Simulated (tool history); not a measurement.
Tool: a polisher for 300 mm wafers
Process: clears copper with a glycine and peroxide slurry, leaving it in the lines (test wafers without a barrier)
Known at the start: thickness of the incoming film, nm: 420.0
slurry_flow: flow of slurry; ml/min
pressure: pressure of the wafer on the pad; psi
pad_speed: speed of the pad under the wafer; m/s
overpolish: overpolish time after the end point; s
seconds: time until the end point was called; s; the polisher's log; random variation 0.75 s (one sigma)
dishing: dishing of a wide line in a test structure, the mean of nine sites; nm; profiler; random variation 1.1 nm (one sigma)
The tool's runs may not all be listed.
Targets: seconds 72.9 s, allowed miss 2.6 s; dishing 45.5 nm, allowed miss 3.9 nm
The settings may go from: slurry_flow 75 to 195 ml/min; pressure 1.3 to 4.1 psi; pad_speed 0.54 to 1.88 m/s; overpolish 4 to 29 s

run	hour	slurry_flow	pressure	pad_speed	overpolish	seconds	dishing
1	0	125	2.7	1.2	15	58.19	53.955
2	2.3	125	2.7	0.96	15	65.731	50.57
3	7.9	120	2.6	0.96	15	67.084	48.321
4	11.1	120	2.6	1.22	15	59.555	52.496
5	16.9	115	2.5	1.22	15	62.14	50.707
6	25.2	145	2.5	1.22	15	59.78	52.017
7	28.8	145	2.4	1.22	15	61.525	52.111
8	36.7	140	2.3	1.22	15	64.487	46.96
9	44.6	135	2.2	1.22	16	67.664	49.985
10	46.4	135	2.2	1.22	16	66.147	50.375
11	54.7	135	2.1	1.22	16	68.762	49.19

Which of these 4 next moves meets every target?
A	63	145	1.9	1	12	?	?
B	63	130	2.3	1.2	14	?	?
C	63	130	2	1.52	17	?	?
D	63	155	2	1.18	16	?	?

move	seconds	dishing
A	81.735	36.132
B	65.904	47.62
C	65.436	53.401
D	71.93	48.72
A: takes the result that was furthest off past its target
B: further off than the last run
C: further off than the last run
D: meets every target
Answer: D
